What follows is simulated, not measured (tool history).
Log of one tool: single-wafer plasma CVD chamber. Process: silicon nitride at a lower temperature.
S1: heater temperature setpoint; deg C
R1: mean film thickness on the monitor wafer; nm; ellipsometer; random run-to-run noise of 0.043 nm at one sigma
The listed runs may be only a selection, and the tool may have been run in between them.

Run 1, hour 0: S1 325 deg C, chamber pressure (Torr) 1.24, RF power (kW) 0.36, deposition time (s) 13.4. Result: R1 14.606 nm.
Run 2, hour 4: S1 325 deg C, chamber pressure (Torr) 1.24, RF power (kW) 0.41, deposition time (s) 13.4. Result: R1 15.836 nm.
Run 3, hour 10: S1 325 deg C, chamber pressure (Torr) 1.35, RF power (kW) 0.41, deposition time (s) 13.4. Result: R1 16.182 nm.
Run 4, hour 13.4: S1 319 deg C, chamber pressure (Torr) 1.35, RF power (kW) 0.41, deposition time (s) 13.4. Result: R1 16.202 nm.
Run 5, hour 19.7: S1 319 deg C, chamber pressure (Torr) 1.35, RF power (kW) 0.41, deposition time (s) 12.8. Result: R1 15.428 nm.
Run 6, hour 25.6: S1 319 deg C, chamber pressure (Torr) 1.28, RF power (kW) 0.4, deposition time (s) 12.8. Result: R1 15.014 nm.
Run 7, hour 32.5: S1 319 deg C, chamber pressure (Torr) 1.28, RF power (kW) 0.4, deposition time (s) 12.8. Result: R1 15.005 nm.
Run 8, hour 35: S1 319 deg C, chamber pressure (Torr) 1.28, RF power (kW) 0.4, deposition time (s) 12.8. Result: R1 14.981 nm.
Run 9, hour 41.7: S1 319 deg C, chamber pressure (Torr) 1.21, RF power (kW) 0.395, deposition time (s) 12.8. Result: R1 14.679 nm.
Run 10, hour 47.8: S1 319 deg C, chamber pressure (Torr) 1.15, RF power (kW) 0.39, deposition time (s) 12.8. Result: R1 14.356 nm.
Run 11, hour 53.4: S1 319 deg C, chamber pressure (Torr) 1.1, RF power (kW) 0.385, deposition time (s) 12.8. Result: R1 14.174 nm.

What does the tool deliver on the next run?
Run 12, hour 56.5: S1 319 deg C, chamber pressure (Torr) 1.06, RF power (kW) 0.38, deposition time (s) 12.8. Result: R1 ?.

R1: 13.806 nm
